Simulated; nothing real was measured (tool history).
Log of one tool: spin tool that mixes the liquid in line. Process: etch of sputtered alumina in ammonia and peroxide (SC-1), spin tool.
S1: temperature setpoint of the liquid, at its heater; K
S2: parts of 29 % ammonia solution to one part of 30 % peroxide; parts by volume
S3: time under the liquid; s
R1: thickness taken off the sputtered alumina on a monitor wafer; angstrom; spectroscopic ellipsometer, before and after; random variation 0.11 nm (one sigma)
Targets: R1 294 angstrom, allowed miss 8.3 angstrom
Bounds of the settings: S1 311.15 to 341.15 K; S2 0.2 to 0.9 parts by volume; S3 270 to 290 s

run 1 hour=0 | S1=325.15 S2=0.5 S3=270 | R1=204.4
run 2 hour=1.3 | S1=325.15 S2=0.35 S3=270 | R1=198.67
run 3 hour=8.9 | S1=326.65 S2=0.35 S3=270 | R1=213.36
run 4 hour=16.7 | S1=327.65 S2=0.35 S3=270 | R1=225.79
run 5 hour=22.4 | S1=334.65 S2=0.35 S3=270 | R1=324.92
run 6 hour=26.6 | S1=334.65 S2=0.25 S3=270 | R1=316.32
run 7 hour=34.3 | S1=334.65 S2=0.25 S3=270 | R1=314.32
run 8 hour=39.3 | S1=334.15 S2=0.25 S3=270 | R1=308.02

Which of these 5 next moves meets every target?
run A hour=44.3 | S1=333.15 S2=0.25 S3=290 | R1=?
run B hour=44.3 | S1=333.15 S2=0.3 S3=290 | R1=?
run C hour=44.3 | S1=332.15 S2=0.55 S3=290 | R1=?
run D hour=44.3 | S1=330.65 S2=0.45 S3=290 | R1=?
run E hour=44.3 | S1=334.65 S2=0.3 S3=270 | R1=?

move=A R1=314.81
move=B R1=320.31
move=C R1=322.2
move=D R1=292.42
move=E R1=321.98
A: further off than the last run
B: further off than the last run
C: further off than the last run
D: meets every target
E: further off than the last run
Move D is the one to make.

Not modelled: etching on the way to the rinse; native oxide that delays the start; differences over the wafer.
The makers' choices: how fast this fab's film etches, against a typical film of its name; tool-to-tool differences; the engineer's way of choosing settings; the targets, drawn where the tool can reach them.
